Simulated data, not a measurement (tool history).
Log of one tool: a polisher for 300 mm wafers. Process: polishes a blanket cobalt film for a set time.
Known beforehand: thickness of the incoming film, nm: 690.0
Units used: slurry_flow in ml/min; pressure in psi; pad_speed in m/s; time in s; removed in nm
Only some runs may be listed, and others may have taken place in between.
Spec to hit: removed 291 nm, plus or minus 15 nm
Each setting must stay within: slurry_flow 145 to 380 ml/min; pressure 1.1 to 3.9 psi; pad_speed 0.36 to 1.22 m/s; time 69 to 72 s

| run | hour | slurry_flow | pressure | pad_speed | time | removed |
|---|---|---|---|---|---|---|
| 1 | 0 | 245 | 2.5 | 0.78 | 69 | 376.24 |
| 2 | 1.7 | 245 | 2.5 | 0.78 | 72 | 394.63 |
| 3 | 7.2 | 245 | 2.3 | 0.78 | 72 | 380.55 |
| 4 | 12 | 245 | 2.1 | 0.76 | 72 | 334.8 |
| 5 | 14.5 | 245 | 2 | 0.76 | 72 | 319.44 |
| 6 | 20 | 245 | 2 | 0.94 | 72 | 381.66 |
| 7 | 25.4 | 245 | 2 | 0.94 | 72 | 380.91 |
| 8 | 28.6 | 245 | 1.8 | 0.94 | 72 | 344.45 |
| 9 | 35.9 | 245 | 1.7 | 0.94 | 72 | 337.79 |
| 10 | 36.9 | 245 | 1.3 | 0.92 | 72 | 264.05 |

4 candidate next runs follow, results not yet known. Just one meets every target within its allowed miss. Identify it.
| A | 37.9 | 230 | 1.5 | 0.94 | 71 | ? |
| B | 37.9 | 240 | 1.6 | 1.04 | 72 | ? |
| C | 37.9 | 315 | 1.5 | 1.04 | 72 | ? |
| D | 37.9 | 230 | 1.6 | 0.96 | 72 | ? |

| move | removed |
|---|---|
| A | 296.44 |
| B | 344.32 |
| C | 337.02 |
| D | 321.36 |
A: all results land within tolerance of their targets
B: takes the result that was furthest off past its target
C: takes the result that was furthest off past its target
D: takes the result that was furthest off past its target
Go with A: it meets all targets.

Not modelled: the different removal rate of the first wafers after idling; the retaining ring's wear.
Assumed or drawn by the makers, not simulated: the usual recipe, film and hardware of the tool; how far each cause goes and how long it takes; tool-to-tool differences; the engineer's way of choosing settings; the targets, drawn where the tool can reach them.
